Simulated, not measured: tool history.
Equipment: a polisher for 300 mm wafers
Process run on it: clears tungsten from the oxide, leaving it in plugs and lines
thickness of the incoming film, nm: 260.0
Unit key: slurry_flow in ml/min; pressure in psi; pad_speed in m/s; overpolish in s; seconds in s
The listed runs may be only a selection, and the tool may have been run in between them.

run    day  slurry_flow  pressure  pad_speed  slurry_solids  overpolish  seconds
  1  0.000          290       4.6       1.10           1.00          20   37.103
  2  0.054          290       4.6       1.10           1.15          20   34.488
  3  0.158          290       3.8       1.10           1.15          20   41.510
  4  0.433          290       4.5       1.12           1.15          20   35.426
  5  0.571          290       4.5       1.12           1.15          21   34.854
  6  0.783          290       4.5       1.12           1.00          21   35.905

The next listed run, before its measurement:
  7  1.075          290       5.1       1.14           1.00          21        ?

Logged for run 7: seconds 32.176 s.

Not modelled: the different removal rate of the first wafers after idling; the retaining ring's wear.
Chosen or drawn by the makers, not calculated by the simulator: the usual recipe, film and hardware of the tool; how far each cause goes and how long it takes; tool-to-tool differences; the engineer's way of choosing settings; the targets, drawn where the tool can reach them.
